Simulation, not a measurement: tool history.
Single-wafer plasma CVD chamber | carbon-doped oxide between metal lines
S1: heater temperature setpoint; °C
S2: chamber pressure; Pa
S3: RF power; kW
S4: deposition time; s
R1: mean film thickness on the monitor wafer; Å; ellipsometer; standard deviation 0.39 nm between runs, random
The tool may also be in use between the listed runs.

{"run": 1, "hour": 0.0, "S1": 365, "S2": 839, "S3": 0.475, "S4": 13.1, "R1": 637.27}
{"run": 2, "hour": 7.5, "S1": 365, "S2": 728, "S3": 0.475, "S4": 13.1, "R1": 633.97}
{"run": 3, "hour": 10.5, "S1": 364, "S2": 732, "S3": 0.49, "S4": 13.1, "R1": 642.56}
{"run": 4, "hour": 13.9, "S1": 364, "S2": 732, "S3": 0.49, "S4": 13.5, "R1": 662.5}
{"run": 5, "hour": 19.8, "S1": 364, "S2": 603, "S3": 0.49, "S4": 13.5, "R1": 642.44}
{"hour": 22.5, "done": "RF generator calibrated"}
{"run": 6, "hour": 22.5, "S1": 364, "S2": 603, "S3": 0.49, "S4": 13.1, "R1": 646.98}
{"run": 7, "hour": 30.1, "S1": 363, "S2": 604, "S3": 0.505, "S4": 13.1, "R1": 659.57}
{"run": 8, "hour": 36.5, "S1": 362, "S2": 611, "S3": 0.515, "S4": 13.1, "R1": 667.71}
{"run": 9, "hour": 43.0, "S1": 361, "S2": 619, "S3": 0.525, "S4": 13.1, "R1": 681.17}
{"run": 10, "hour": 47.1, "S1": 360, "S2": 627, "S3": 0.53, "S4": 13.1, "R1": 682.38}
{"run": 11, "hour": 55.3, "S1": 360, "S2": 628, "S3": 0.54, "S4": 13.1, "R1": 685.74}
{"run": 12, "hour": 60.5, "S1": 360, "S2": 629, "S3": 0.55, "S4": 13.1, "R1": 696.97}
{"run": 13, "hour": 68.4, "S1": 359, "S2": 632, "S3": 0.555, "S4": 13.1, "R1": 699.07}
{"run": 14, "hour": 73.3, "S1": 359, "S2": 633, "S3": 0.56, "S4": 13.1, "R1": 705.6}

What will run 15 give?
{"run": 15, "hour": 77.2, "S1": 358, "S2": 635, "S3": 0.565, "S4": 13.1, "R1": "?"}

Run 15 produced R1 713.89 Å.

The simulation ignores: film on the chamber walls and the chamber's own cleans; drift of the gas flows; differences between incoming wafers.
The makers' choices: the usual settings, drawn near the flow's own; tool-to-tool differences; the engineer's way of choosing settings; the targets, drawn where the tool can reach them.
